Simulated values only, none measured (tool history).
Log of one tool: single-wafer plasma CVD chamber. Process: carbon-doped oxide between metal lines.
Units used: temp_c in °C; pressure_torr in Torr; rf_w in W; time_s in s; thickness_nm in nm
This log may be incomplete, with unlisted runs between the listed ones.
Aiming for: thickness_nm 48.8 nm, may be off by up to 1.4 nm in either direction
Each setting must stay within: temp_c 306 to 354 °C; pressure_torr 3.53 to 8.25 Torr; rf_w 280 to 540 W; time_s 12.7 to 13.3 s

Run 1, hour 0: temp_c 330 °C, pressure_torr 5.89 Torr, rf_w 410 W, time_s 13.3 s. Result: thickness_nm 61.879 nm.
Run 2, hour 3.3: temp_c 330 °C, pressure_torr 5.89 Torr, rf_w 455 W, time_s 13.3 s. Result: thickness_nm 65.211 nm.
Run 3, hour 11.1: temp_c 332 °C, pressure_torr 5.77 Torr, rf_w 425 W, time_s 13.2 s. Result: thickness_nm 61.36 nm.
Run 4, hour 16: temp_c 334 °C, pressure_torr 5.59 Torr, rf_w 410 W, time_s 13.1 s. Result: thickness_nm 59.497 nm.
Run 5, hour 22.2: temp_c 339 °C, pressure_torr 5.59 Torr, rf_w 410 W, time_s 13.1 s. Result: thickness_nm 58.229 nm.
Run 6, hour 24.5: temp_c 340 °C, pressure_torr 5.52 Torr, rf_w 395 W, time_s 13 s. Result: thickness_nm 56.73 nm.
Run 7, hour 33.2: temp_c 341 °C, pressure_torr 5.45 Torr, rf_w 380 W, time_s 12.9 s. Result: thickness_nm 54.283 nm.
Run 8, hour 35.4: temp_c 342 °C, pressure_torr 5.39 Torr, rf_w 370 W, time_s 12.9 s. Result: thickness_nm 52.544 nm.
Run 9, hour 43.1: temp_c 343 °C, pressure_torr 5.32 Torr, rf_w 365 W, time_s 12.9 s. Result: thickness_nm 52.735 nm.
Run 10, hour 51.9: temp_c 344 °C, pressure_torr 5.29 Torr, rf_w 360 W, time_s 12.9 s. Result: thickness_nm 52.197 nm.
Run 11, hour 57.8: temp_c 344 °C, pressure_torr 5.27 Torr, rf_w 355 W, time_s 12.9 s. Result: thickness_nm 51.377 nm.
Run 12, hour 66.7: temp_c 344 °C, pressure_torr 5.24 Torr, rf_w 350 W, time_s 12.9 s. Result: thickness_nm 50.968 nm.
Run 13, hour 71.9: temp_c 344 °C, pressure_torr 5.21 Torr, rf_w 345 W, time_s 12.9 s. Result: thickness_nm 50.395 nm.
Run 14, hour 77: temp_c 344 °C, pressure_torr 5.18 Torr, rf_w 345 W, time_s 12.9 s. Result: thickness_nm 50.653 nm.
Run 15, hour 82.8: temp_c 345 °C, pressure_torr 5.16 Torr, rf_w 345 W, time_s 12.9 s. Result: thickness_nm 50.442 nm.
Run 16, hour 84.3: temp_c 345 °C, pressure_torr 5.14 Torr, rf_w 345 W, time_s 12.9 s. Result: thickness_nm 50.129 nm.

Below are 5 possible settings for the next run. Only one of them brings all results inside the allowed miss of their targets. Which is it?
Run A, hour 85.8: temp_c 339 °C, pressure_torr 4.91 Torr, rf_w 375 W, time_s 12.7 s. Result: thickness_nm ?.
Run B, hour 85.8: temp_c 334 °C, pressure_torr 5.5 Torr, rf_w 340 W, time_s 12.7 s. Result: thickness_nm ?.
Run C, hour 85.8: temp_c 350 °C, pressure_torr 5.39 Torr, rf_w 345 W, time_s 13.3 s. Result: thickness_nm ?.
Run D, hour 85.8: temp_c 346 °C, pressure_torr 5.75 Torr, rf_w 335 W, time_s 12.7 s. Result: thickness_nm ?.
Run E, hour 85.8: temp_c 344 °C, pressure_torr 3.59 Torr, rf_w 370 W, time_s 13.3 s. Result: thickness_nm ?.

move  thickness_nm
   A        52.743
   B        51.377
   C        51.192
   D        49.012
   E        51.862
A: misses by more than the last run did
B: misses by more than the last run did
C: misses by more than the last run did
D: each result inside its tolerance
E: misses by more than the last run did
Answer: D
